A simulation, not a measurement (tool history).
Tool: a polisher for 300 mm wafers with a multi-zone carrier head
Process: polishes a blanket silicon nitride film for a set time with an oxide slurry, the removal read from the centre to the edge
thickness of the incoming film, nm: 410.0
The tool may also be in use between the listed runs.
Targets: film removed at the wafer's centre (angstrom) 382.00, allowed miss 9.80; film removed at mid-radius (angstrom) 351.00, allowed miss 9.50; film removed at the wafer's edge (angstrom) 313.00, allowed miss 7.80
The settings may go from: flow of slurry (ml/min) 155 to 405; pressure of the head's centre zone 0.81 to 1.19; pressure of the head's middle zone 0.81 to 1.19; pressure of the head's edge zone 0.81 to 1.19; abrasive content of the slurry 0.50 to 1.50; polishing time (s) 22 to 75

| run | hour | flow of slurry (ml/min) | pressure of the head's centre zone | pressure of the head's middle zone | pressure of the head's edge zone | abrasive content of the slurry | polishing time (s) | film removed at the wafer's centre (angstrom) | film removed at mid-radius (angstrom) | film removed at the wafer's edge (angstrom) |
|---|---|---|---|---|---|---|---|---|---|---|
| 1 | 0.0 | 260 | 1.00 | 1.00 | 1.00 | 1.00 | 48 | 466.55 | 460.79 | 462.42 |
| 2 | 4.0 | 265 | 1.03 | 1.01 | 0.95 | 0.85 | 47 | 438.27 | 422.88 | 408.95 |
| 3 | 9.4 | 240 | 1.03 | 1.01 | 0.95 | 0.85 | 47 | 436.58 | 420.44 | 409.27 |
| 4 | 17.1 | 255 | 1.05 | 1.02 | 0.92 | 0.75 | 46 | 411.39 | 393.98 | 379.55 |
| 5 | 20.5 | 255 | 1.05 | 1.02 | 0.92 | 0.75 | 50 | 441.23 | 430.60 | 404.17 |
| 6 | 27.7 | 255 | 1.05 | 1.02 | 0.92 | 0.75 | 43 | 383.81 | 366.18 | 343.76 |
| 7 | 30.0 | 255 | 1.06 | 1.02 | 0.89 | 0.75 | 43 | 386.46 | 372.39 | 343.11 |
| 8 | 38.6 | 255 | 1.08 | 1.01 | 0.87 | 0.70 | 43 | 385.23 | 350.13 | 330.31 |
| 9 | 47.6 | 255 | 1.09 | 1.02 | 0.85 | 0.70 | 43 | 388.55 | 359.76 | 325.63 |
| 10 | 51.3 | 250 | 1.09 | 1.02 | 0.84 | 0.70 | 43 | 387.92 | 349.28 | 325.12 |
| 11 | 58.0 | 255 | 1.09 | 1.03 | 0.83 | 0.70 | 43 | 385.06 | 359.13 | 326.91 |
| 12 | 60.2 | 250 | 1.10 | 1.04 | 0.82 | 0.70 | 43 | 385.35 | 358.33 | 324.53 |
| 13 | 68.8 | 255 | 1.11 | 1.04 | 0.82 | 0.70 | 43 | 396.48 | 357.70 | 323.64 |
| 14 | 75.9 | 250 | 1.11 | 1.04 | 0.82 | 0.70 | 43 | 392.81 | 362.07 | 318.86 |
| 15 | 83.0 | 240 | 1.11 | 1.04 | 0.82 | 0.70 | 43 | 389.69 | 359.84 | 320.22 |
| 16 | 88.7 | 235 | 1.11 | 1.04 | 0.82 | 0.70 | 43 | 387.90 | 357.31 | 319.43 |

5 next moves are on the table. One of them brings every result within its allowed miss. Which?
| A | 94.4 | 200 | 1.13 | 1.08 | 0.84 | 0.60 | 45 | ? | ? | ? |
| B | 94.4 | 225 | 1.09 | 0.99 | 0.82 | 0.70 | 44 | ? | ? | ? |
| C | 94.4 | 205 | 1.13 | 1.19 | 0.81 | 0.80 | 39 | ? | ? | ? |
| D | 94.4 | 210 | 1.08 | 0.98 | 0.85 | 0.60 | 48 | ? | ? | ? |
| E | 94.4 | 225 | 1.11 | 1.10 | 0.81 | 0.65 | 44 | ? | ? | ? |

| move | film removed at the wafer's centre (angstrom) | film removed at mid-radius (angstrom) | film removed at the wafer's edge (angstrom) |
|---|---|---|---|
| A | 379.87 | 354.57 | 311.67 |
| B | 389.27 | 357.53 | 326.91 |
| C | 376.21 | 372.53 | 303.27 |
| D | 389.05 | 358.81 | 335.63 |
| E | 383.50 | 368.09 | 314.13 |
A: meets every target
B: further off than the last run
C: takes the result that was furthest off past its target
D: further off than the last run
E: brings the result that was furthest off to its target, and leaves another outside
Answer: A
